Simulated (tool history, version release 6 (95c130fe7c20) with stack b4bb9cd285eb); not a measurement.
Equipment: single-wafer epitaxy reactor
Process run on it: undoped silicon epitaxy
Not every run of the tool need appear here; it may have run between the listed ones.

| run | hour | wafer temperature setpoint (pyrometer-controlled) (°C) | deposition time (s) | mean film thickness on the monitor wafer (angstrom) |
|---|---|---|---|---|
| 1 | 0.0 | 640 | 534 | 807.29 |
| 2 | 6.2 | 648 | 534 | 983.35 |
| 3 | 9.3 | 645 | 534 | 914.55 |
| 4 | 13.4 | 643 | 534 | 867.61 |
|  | 18.1 | pyrometer calibrated |
| 5 | 18.1 | 642 | 534 | 765.02 |
| 6 | 26.8 | 642 | 499 | 715.25 |

Forecast run 7:
| 7 | 30.1 | 643 | 499 | ? |

mean film thickness on the monitor wafer (angstrom): 732.20
